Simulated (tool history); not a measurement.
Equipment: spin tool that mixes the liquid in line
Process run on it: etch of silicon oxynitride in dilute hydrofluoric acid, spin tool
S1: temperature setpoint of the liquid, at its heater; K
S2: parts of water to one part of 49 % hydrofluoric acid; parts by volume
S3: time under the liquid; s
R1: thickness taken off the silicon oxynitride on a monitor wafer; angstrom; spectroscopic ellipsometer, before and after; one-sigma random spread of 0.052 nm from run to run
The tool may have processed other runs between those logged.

| run | hour | S1 | S2 | S3 | R1 |
|---|---|---|---|---|---|
| 1 | 0 | 299.15 | 160 | 305 | 76.69 |
| 2 | 0.7 | 300.65 | 160 | 305 | 81.516 |
| 3 | 7.5 | 298.65 | 160 | 305 | 74.393 |
| 4 | 9.1 | 296.65 | 160 | 305 | 68.297 |
| 5 | 15.4 | 296.65 | 160 | 305 | 67.813 |
| 6 | 23.6 | 298.65 | 160 | 305 | 74.274 |
| 7 | 25.4 | 300.15 | 160 | 305 | 80.256 |
| 8 | 27.9 | 301.65 | 160 | 305 | 85.062 |

Expected results for the next run?
| 9 | 34.7 | 302.65 | 160 | 305 | ? |

R1: 88.971 angstrom
